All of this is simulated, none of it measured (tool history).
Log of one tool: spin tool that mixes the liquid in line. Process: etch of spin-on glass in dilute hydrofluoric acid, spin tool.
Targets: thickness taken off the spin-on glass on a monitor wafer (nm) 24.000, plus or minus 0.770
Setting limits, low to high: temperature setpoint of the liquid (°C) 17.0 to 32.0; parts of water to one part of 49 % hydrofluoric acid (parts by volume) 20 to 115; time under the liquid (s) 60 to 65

run,hour,temperature setpoint of the liquid (°C),parts of water to one part of 49 % hydrofluoric acid (parts by volume),time under the liquid (s),thickness taken off the spin-on glass on a monitor wafer (nm)
1,0.0,24.0,65,60,43.408
2,4.1,23.0,70,60,38.114
3,5.9,23.0,70,65,41.442
4,10.6,22.0,75,65,36.582
5,16.3,21.0,75,65,34.819
6,18.6,20.5,75,65,34.382
7,25.3,20.0,75,65,34.376
8,27.4,17.0,95,65,22.887

Which single option among these 4 for the next run brings every result within its allowed miss of target? Just one does.
A,29.5,17.0,85,60,?
B,29.5,21.0,90,60,?
C,29.5,17.0,85,65,?
D,29.5,17.5,85,65,?

move,thickness taken off the spin-on glass on a monitor wafer (nm)
A,23.962
B,26.631
C,25.958
D,26.518
A: every result within its allowed miss
B: takes the biggest miss from the last run beyond its target
C: takes the biggest miss from the last run beyond its target
D: takes the biggest miss from the last run beyond its target
Answer: A
